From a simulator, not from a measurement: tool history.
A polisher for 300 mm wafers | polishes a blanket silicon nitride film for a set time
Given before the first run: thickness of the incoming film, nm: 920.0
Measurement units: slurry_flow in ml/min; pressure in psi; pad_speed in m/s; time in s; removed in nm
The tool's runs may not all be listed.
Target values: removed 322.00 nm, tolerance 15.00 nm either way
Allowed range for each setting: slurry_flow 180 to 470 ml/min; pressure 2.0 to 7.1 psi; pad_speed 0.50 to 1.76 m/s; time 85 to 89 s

run 1 hour=0.0 | slurry_flow=300 pressure=4.5 pad_speed=1.12 time=85 | removed=234.28
run 2 hour=6.1 | slurry_flow=300 pressure=4.5 pad_speed=1.12 time=85 | removed=237.81
run 3 hour=10.6 | slurry_flow=300 pressure=4.8 pad_speed=1.12 time=85 | removed=248.44
run 4 hour=17.0 | slurry_flow=300 pressure=4.8 pad_speed=1.38 time=85 | removed=281.61
run 5 hour=19.7 | slurry_flow=300 pressure=4.8 pad_speed=1.10 time=85 | removed=246.90
run 6 hour=22.8 | slurry_flow=300 pressure=4.8 pad_speed=0.88 time=85 | removed=208.96
run 7 hour=29.8 | slurry_flow=300 pressure=6.1 pad_speed=0.92 time=85 | removed=267.36
run 8 hour=32.4 | slurry_flow=300 pressure=6.3 pad_speed=0.94 time=85 | removed=280.99
run 9 hour=40.2 | slurry_flow=300 pressure=6.5 pad_speed=0.94 time=85 | removed=297.20
run 10 hour=45.9 | slurry_flow=300 pressure=6.6 pad_speed=0.94 time=85 | removed=290.25

Consider the 5 candidate settings below. Which is the only one whose results all fall within their allowed miss of target?
run A hour=51.6 | slurry_flow=285 pressure=5.9 pad_speed=1.08 time=86 | removed=?
run B hour=51.6 | slurry_flow=305 pressure=7.1 pad_speed=1.04 time=89 | removed=?
run C hour=51.6 | slurry_flow=255 pressure=6.0 pad_speed=1.04 time=85 | removed=?
run D hour=51.6 | slurry_flow=300 pressure=5.8 pad_speed=0.96 time=89 | removed=?
run E hour=51.6 | slurry_flow=315 pressure=7.1 pad_speed=0.88 time=89 | removed=?

move=A removed=297.10
move=B removed=356.02
move=C removed=287.88
move=D removed=281.45
move=E removed=320.20
A: closes in on the targets versus the last run, not all within tolerance yet
B: the result that was furthest off in the last run now lies on the other side of its target
C: moves away from the targets compared with the last run
D: moves away from the targets compared with the last run
E: in spec on every target
Move E is the one to make.
